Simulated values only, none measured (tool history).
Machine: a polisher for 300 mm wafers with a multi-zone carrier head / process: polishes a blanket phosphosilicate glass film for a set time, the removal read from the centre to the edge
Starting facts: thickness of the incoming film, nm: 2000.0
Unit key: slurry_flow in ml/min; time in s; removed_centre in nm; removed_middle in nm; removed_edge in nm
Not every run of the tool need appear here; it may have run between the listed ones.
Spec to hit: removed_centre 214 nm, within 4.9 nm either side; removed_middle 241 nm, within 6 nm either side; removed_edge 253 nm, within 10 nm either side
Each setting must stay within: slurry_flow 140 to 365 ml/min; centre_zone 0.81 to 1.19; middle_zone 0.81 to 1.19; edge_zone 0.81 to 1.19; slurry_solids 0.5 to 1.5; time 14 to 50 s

run 1 hour=0 | slurry_flow=235 centre_zone=1 middle_zone=1 edge_zone=1 slurry_solids=1 time=32 | removed_centre=237.06 removed_middle=233.56 removed_edge=242.81
run 2 hour=1.7 | slurry_flow=235 centre_zone=1 middle_zone=1 edge_zone=0.92 slurry_solids=1 time=32 | removed_centre=239.62 removed_middle=234.9 removed_edge=236.22
run 3 hour=7.4 | slurry_flow=235 centre_zone=1 middle_zone=1 edge_zone=0.92 slurry_solids=0.9 time=32 | removed_centre=228.3 removed_middle=222.09 removed_edge=223.36
run 4 hour=14.4 | slurry_flow=235 centre_zone=0.97 middle_zone=1.01 edge_zone=0.98 slurry_solids=0.95 time=32 | removed_centre=226.79 removed_middle=229.54 removed_edge=228.44
run 5 hour=22 | slurry_flow=235 centre_zone=0.97 middle_zone=1.01 edge_zone=1.02 slurry_solids=0.95 time=32 | removed_centre=225.49 removed_middle=231.8 removed_edge=240.01
run 6 hour=23.2 | slurry_flow=230 centre_zone=0.95 middle_zone=1.02 edge_zone=1.05 slurry_solids=0.95 time=32 | removed_centre=220.81 removed_middle=231.48 removed_edge=242.37
run 7 hour=25.3 | slurry_flow=230 centre_zone=0.94 middle_zone=1.03 edge_zone=1.07 slurry_solids=0.95 time=32 | removed_centre=218.53 removed_middle=232.13 removed_edge=241.28
run 8 hour=27.2 | slurry_flow=230 centre_zone=0.93 middle_zone=1.04 edge_zone=1.1 slurry_solids=0.95 time=32 | removed_centre=216.96 removed_middle=238.17 removed_edge=246.8
run 9 hour=28.9 | slurry_flow=230 centre_zone=0.91 middle_zone=1.04 edge_zone=1.14 slurry_solids=0.95 time=32 | removed_centre=212.25 removed_middle=235.03 removed_edge=253.99

4 next moves are on the table. One of them brings every result within its allowed miss. Which?
run A hour=30.6 | slurry_flow=225 centre_zone=0.91 middle_zone=1.06 edge_zone=1.13 slurry_solids=0.75 time=37 | removed_centre=? removed_middle=? removed_edge=?
run B hour=30.6 | slurry_flow=220 centre_zone=0.85 middle_zone=0.93 edge_zone=1.04 slurry_solids=1.1 time=32 | removed_centre=? removed_middle=? removed_edge=?
run C hour=30.6 | slurry_flow=280 centre_zone=0.86 middle_zone=0.95 edge_zone=1.17 slurry_solids=1 time=32 | removed_centre=? removed_middle=? removed_edge=?
run D hour=30.6 | slurry_flow=190 centre_zone=0.91 middle_zone=0.99 edge_zone=1.19 slurry_solids=1.05 time=32 | removed_centre=? removed_middle=? removed_edge=?

move=A removed_centre=212.62 removed_middle=243.03 removed_edge=257.13
move=B removed_centre=208.43 removed_middle=229.53 removed_edge=259.97
move=C removed_centre=208.68 removed_middle=230.19 removed_edge=269.93
move=D removed_centre=212.93 removed_middle=230.83 removed_edge=267.57
A: every result lands within tolerance
B: misses by more than the last run did
C: misses by more than the last run did
D: misses by more than the last run did
The right move is A.
